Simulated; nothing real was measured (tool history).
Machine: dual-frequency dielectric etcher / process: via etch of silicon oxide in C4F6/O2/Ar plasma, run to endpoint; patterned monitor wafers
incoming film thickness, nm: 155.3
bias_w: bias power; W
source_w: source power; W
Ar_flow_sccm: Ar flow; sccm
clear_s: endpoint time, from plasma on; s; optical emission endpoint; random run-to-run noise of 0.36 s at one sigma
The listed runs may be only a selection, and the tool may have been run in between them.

run    day  bias_w  source_w  Ar_flow_sccm  clear_s
  1  0.000     436       390           384   36.579
  2  0.129     419       380           387   37.010
  3  0.479     403       360           392   39.685
  4  0.842     461       360           392   38.016
  5  1.025     449       350           394   38.442
  6  1.308     434       340           395   39.925
  7  1.567     421       340           395   40.688
  8  1.592     410       340           395   39.889
  9  1.721     403       330           397   41.317

Expected results for the next run?
 10  2.025     316       310           401        ?

Run 10 came out at clear_s 46.392 s.
